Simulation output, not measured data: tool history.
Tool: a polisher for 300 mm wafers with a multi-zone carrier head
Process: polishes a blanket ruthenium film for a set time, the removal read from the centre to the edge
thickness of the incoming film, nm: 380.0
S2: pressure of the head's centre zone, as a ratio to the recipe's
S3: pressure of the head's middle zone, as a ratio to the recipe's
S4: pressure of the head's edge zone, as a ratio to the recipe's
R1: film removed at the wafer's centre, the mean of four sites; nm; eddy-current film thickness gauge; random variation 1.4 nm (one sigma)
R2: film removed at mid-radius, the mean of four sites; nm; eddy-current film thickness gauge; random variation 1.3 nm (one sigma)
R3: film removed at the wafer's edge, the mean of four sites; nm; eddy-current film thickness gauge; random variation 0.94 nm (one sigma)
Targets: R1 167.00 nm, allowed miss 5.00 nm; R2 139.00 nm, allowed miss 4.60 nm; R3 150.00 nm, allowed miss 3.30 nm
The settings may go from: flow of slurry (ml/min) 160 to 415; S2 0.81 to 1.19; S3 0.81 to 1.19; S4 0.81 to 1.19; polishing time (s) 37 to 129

run 1 day=0.000 | flow_of_slurry_(ml/min)=265 S2=1.00 S3=1.00 S4=1.00 polishing_time_(s)=83 | R1=115.36 R2=113.08 R3=108.72
run 2 day=0.075 | flow_of_slurry_(ml/min)=265 S2=1.08 S3=1.00 S4=1.00 polishing_time_(s)=83 | R1=123.12 R2=111.78 R3=108.01
run 3 day=0.217 | flow_of_slurry_(ml/min)=270 S2=1.09 S3=1.00 S4=1.03 polishing_time_(s)=86 | R1=129.87 R2=116.90 R3=115.73
run 4 day=0.562 | flow_of_slurry_(ml/min)=280 S2=1.10 S3=1.00 S4=1.05 polishing_time_(s)=87 | R1=132.58 R2=119.40 R3=118.76
run 5 day=0.854 | flow_of_slurry_(ml/min)=290 S2=1.11 S3=1.00 S4=1.07 polishing_time_(s)=89 | R1=138.42 R2=122.21 R3=121.62
run 6 day=1.025 | flow_of_slurry_(ml/min)=290 S2=1.11 S3=1.00 S4=1.11 polishing_time_(s)=89 | R1=139.03 R2=121.12 R3=122.41
run 7 day=1.317 | flow_of_slurry_(ml/min)=325 S2=1.10 S3=0.95 S4=1.19 polishing_time_(s)=106 | R1=164.51 R2=143.42 R3=156.11
run 8 day=1.412 | flow_of_slurry_(ml/min)=325 S2=1.10 S3=0.95 S4=1.18 polishing_time_(s)=106 | R1=163.78 R2=143.04 R3=153.79
run 9 day=1.771 | flow_of_slurry_(ml/min)=325 S2=1.10 S3=0.95 S4=1.17 polishing_time_(s)=106 | R1=163.90 R2=141.95 R3=154.42

Which of these 4 next moves meets every target?
run A day=2.129 | flow_of_slurry_(ml/min)=335 S2=1.04 S3=0.86 S4=1.19 polishing_time_(s)=109 | R1=? R2=? R3=?
run B day=2.129 | flow_of_slurry_(ml/min)=310 S2=1.06 S3=0.93 S4=1.16 polishing_time_(s)=110 | R1=? R2=? R3=?
run C day=2.129 | flow_of_slurry_(ml/min)=295 S2=1.14 S3=0.96 S4=1.17 polishing_time_(s)=105 | R1=? R2=? R3=?
run D day=2.129 | flow_of_slurry_(ml/min)=275 S2=1.08 S3=0.87 S4=1.10 polishing_time_(s)=114 | R1=? R2=? R3=?

move=A R1=160.46 R2=133.52 R3=158.83
move=B R1=163.78 R2=141.65 R3=157.12
move=C R1=167.29 R2=137.68 R3=150.01
move=D R1=170.43 R2=137.97 R3=157.02
A: further off than the last run
B: further off than the last run
C: meets every target
D: further off than the last run
Answer: C
